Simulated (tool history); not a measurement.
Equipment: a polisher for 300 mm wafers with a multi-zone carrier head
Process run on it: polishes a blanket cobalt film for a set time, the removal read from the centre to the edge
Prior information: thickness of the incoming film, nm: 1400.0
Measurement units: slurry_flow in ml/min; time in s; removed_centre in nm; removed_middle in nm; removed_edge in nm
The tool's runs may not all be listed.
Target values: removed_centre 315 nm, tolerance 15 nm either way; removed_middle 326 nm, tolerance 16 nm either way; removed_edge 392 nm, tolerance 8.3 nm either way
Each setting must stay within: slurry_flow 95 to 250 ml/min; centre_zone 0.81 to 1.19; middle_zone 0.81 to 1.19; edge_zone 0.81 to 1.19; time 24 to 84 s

{"run": 1, "hour": 0.0, "slurry_flow": 160, "centre_zone": 1, "middle_zone": 1, "edge_zone": 1, "time": 54, "removed_centre": 294.43, "removed_middle": 308.1, "removed_edge": 302.64}
{"run": 2, "hour": 2.9, "slurry_flow": 160, "centre_zone": 1, "middle_zone": 0.96, "edge_zone": 1, "time": 54, "removed_centre": 300.29, "removed_middle": 291.01, "removed_edge": 302.35}
{"run": 3, "hour": 5.5, "slurry_flow": 160, "centre_zone": 1, "middle_zone": 1.05, "edge_zone": 1, "time": 54, "removed_centre": 296.72, "removed_middle": 315.77, "removed_edge": 297.75}
{"run": 4, "hour": 10.6, "slurry_flow": 175, "centre_zone": 0.97, "middle_zone": 1, "edge_zone": 1.06, "time": 56, "removed_centre": 302.75, "removed_middle": 312.69, "removed_edge": 323.95}
{"run": 5, "hour": 15.6, "slurry_flow": 155, "centre_zone": 0.97, "middle_zone": 1, "edge_zone": 1.06, "time": 56, "removed_centre": 303.5, "removed_middle": 314.85, "removed_edge": 318.94}
{"run": 6, "hour": 21.8, "slurry_flow": 180, "centre_zone": 0.97, "middle_zone": 1, "edge_zone": 1.06, "time": 56, "removed_centre": 307.13, "removed_middle": 324.22, "removed_edge": 327.9}
{"run": 7, "hour": 23.2, "slurry_flow": 195, "centre_zone": 0.94, "middle_zone": 0.96, "edge_zone": 1.1, "time": 57, "removed_centre": 302.56, "removed_middle": 318.18, "removed_edge": 338.79}
{"run": 8, "hour": 29.0, "slurry_flow": 200, "centre_zone": 0.92, "middle_zone": 0.93, "edge_zone": 1.13, "time": 59, "removed_centre": 301.48, "removed_middle": 318.07, "removed_edge": 356.89}
{"run": 9, "hour": 34.4, "slurry_flow": 205, "centre_zone": 0.92, "middle_zone": 0.92, "edge_zone": 1.15, "time": 60, "removed_centre": 316.69, "removed_middle": 319.6, "removed_edge": 369.75}

5 next moves are on the table. One of them brings every result within its allowed miss. Which?
{"run": "A", "hour": 39.8, "slurry_flow": 235, "centre_zone": 0.84, "middle_zone": 0.84, "edge_zone": 1.1, "time": 64, "removed_centre": "?", "removed_middle": "?", "removed_edge": "?"}
{"run": "B", "hour": 39.8, "slurry_flow": 150, "centre_zone": 0.83, "middle_zone": 0.81, "edge_zone": 1.19, "time": 62, "removed_centre": "?", "removed_middle": "?", "removed_edge": "?"}
{"run": "C", "hour": 39.8, "slurry_flow": 135, "centre_zone": 0.87, "middle_zone": 0.88, "edge_zone": 1.19, "time": 62, "removed_centre": "?", "removed_middle": "?", "removed_edge": "?"}
{"run": "D", "hour": 39.8, "slurry_flow": 175, "centre_zone": 0.81, "middle_zone": 0.82, "edge_zone": 1.19, "time": 61, "removed_centre": "?", "removed_middle": "?", "removed_edge": "?"}
{"run": "E", "hour": 39.8, "slurry_flow": 175, "centre_zone": 0.82, "middle_zone": 0.86, "edge_zone": 1.19, "time": 61, "removed_centre": "?", "removed_middle": "?", "removed_edge": "?"}

move=A removed_centre=322.09 removed_middle=324.42 removed_edge=397.6
move=B removed_centre=283.64 removed_middle=283.22 removed_edge=380
move=C removed_centre=289.71 removed_middle=295.98 removed_edge=373.29
move=D removed_centre=281.6 removed_middle=290.01 removed_edge=381.99
move=E removed_centre=285.18 removed_middle=301.54 removed_edge=381.78
A: meets every target
B: neither nearer nor further off than the last run
C: nearer the targets than the last run, but a result is still out of spec
D: nearer the targets than the last run, but a result is still out of spec
E: nearer the targets than the last run, but a result is still out of spec
A is the move that brings every result within its allowed miss.
